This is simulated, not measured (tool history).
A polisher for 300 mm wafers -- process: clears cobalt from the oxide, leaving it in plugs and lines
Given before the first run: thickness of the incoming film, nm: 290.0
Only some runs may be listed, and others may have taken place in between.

run	day	flow of slurry (ml/min)	pressure of the wafer on the pad (kPa)	speed of the pad under the wafer (cm/s)	overpolish time after the end point (s)	time until the end point was called (s)	dishing of a wide line in a test structure (angstrom)
1	0.000	315	11.0	110	26	55.769	642.81
2	0.308	315	10.3	110	28	58.577	638.81
3	0.667	315	10.3	110	17	58.720	501.39
4	0.867	315	9.7	110	20	62.220	542.14
5	1.062	360	9.7	110	20	61.830	544.52
6	1.388	360	6.9	110	20	77.990	491.91
7	1.571	360	6.9	110	22	76.871	516.94
8	1.871	360	6.9	110	24	78.041	535.56
9	2.029	360	6.9	110	26	77.989	566.00

The next listed run, before its measurement:
10	2.088	360	6.9	110	27	?	?

Logged for run 10: time until the end point was called (s) 77.522, dishing of a wide line in a test structure (angstrom) 554.47.
